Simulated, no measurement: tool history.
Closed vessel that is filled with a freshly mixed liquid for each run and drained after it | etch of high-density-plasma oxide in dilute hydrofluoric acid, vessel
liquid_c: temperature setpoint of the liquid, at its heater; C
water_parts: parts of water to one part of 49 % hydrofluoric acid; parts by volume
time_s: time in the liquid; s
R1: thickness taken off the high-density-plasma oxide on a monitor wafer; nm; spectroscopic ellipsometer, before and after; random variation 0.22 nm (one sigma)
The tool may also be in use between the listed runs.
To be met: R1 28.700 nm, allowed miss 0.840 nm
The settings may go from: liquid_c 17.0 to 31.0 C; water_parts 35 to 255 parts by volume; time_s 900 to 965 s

{"run": 1, "hour": 0.0, "liquid_c": 23.0, "water_parts": 145, "time_s": 900, "R1": 34.618}
{"run": 2, "hour": 3.6, "liquid_c": 23.0, "water_parts": 180, "time_s": 900, "R1": 27.088}
{"run": 3, "hour": 5.3, "liquid_c": 23.5, "water_parts": 180, "time_s": 900, "R1": 27.512}
{"run": 4, "hour": 6.6, "liquid_c": 23.5, "water_parts": 230, "time_s": 900, "R1": 20.461}
{"run": 5, "hour": 9.7, "liquid_c": 23.5, "water_parts": 205, "time_s": 900, "R1": 23.445}
{"run": 6, "hour": 14.7, "liquid_c": 21.0, "water_parts": 205, "time_s": 900, "R1": 21.453}
{"run": 7, "hour": 20.3, "liquid_c": 25.0, "water_parts": 200, "time_s": 900, "R1": 25.822}
{"run": 8, "hour": 25.9, "liquid_c": 26.0, "water_parts": 200, "time_s": 900, "R1": 26.289}

Which of these 4 next moves meets every target?
{"run": "A", "hour": 31.5, "liquid_c": 23.0, "water_parts": 195, "time_s": 965, "R1": "?"}
{"run": "B", "hour": 31.5, "liquid_c": 22.0, "water_parts": 185, "time_s": 960, "R1": "?"}
{"run": "C", "hour": 31.5, "liquid_c": 27.0, "water_parts": 185, "time_s": 915, "R1": "?"}
{"run": "D", "hour": 31.5, "liquid_c": 29.5, "water_parts": 215, "time_s": 955, "R1": "?"}

move=A R1=26.079
move=B R1=26.630
move=C R1=30.490
move=D R1=28.805
A: further off than the last run
B: nearer than the last run, and not there yet
C: takes the result that was furthest off past its target
D: meets every target
Move D is the one to make.

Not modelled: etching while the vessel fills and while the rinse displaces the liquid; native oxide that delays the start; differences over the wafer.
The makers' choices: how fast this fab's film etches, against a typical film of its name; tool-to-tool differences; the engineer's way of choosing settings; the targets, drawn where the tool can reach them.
